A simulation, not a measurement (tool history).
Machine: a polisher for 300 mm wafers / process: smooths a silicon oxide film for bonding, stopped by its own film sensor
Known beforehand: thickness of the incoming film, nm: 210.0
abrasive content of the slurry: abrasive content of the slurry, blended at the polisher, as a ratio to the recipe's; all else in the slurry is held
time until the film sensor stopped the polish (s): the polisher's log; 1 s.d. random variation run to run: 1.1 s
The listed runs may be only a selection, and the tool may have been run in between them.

run	hour	flow of slurry (ml/min)	pressure of the wafer on the pad (kPa)	speed of the pad under the wafer (m/s)	abrasive content of the slurry	target thickness at which the film sensor stops the polish (Å)	time until the film sensor stopped the polish (s)
1	0	170	15.9	0.74	1	1590	85.474
2	7.7	170	15.9	0.74	1	1560	90.661
3	15.4	170	15.9	0.62	1	1560	105.1
4	19.4	170	17.2	0.64	1	1560	93.467
5	22.9	170	17.9	0.64	1	1560	92.377
6	25.5	170	17.9	0.72	1	1560	85.798
7	30.2	170	18.6	0.74	1	1560	79.392
8	32.2	170	19.3	0.74	1	1560	76.476
9	38.5	170	20	0.74	1	1560	75.85

Run 10 has not been measured yet. What should we expect?
10	46.8	170	20.7	0.76	1	1560	?

time until the film sensor stopped the polish (s): 75.298
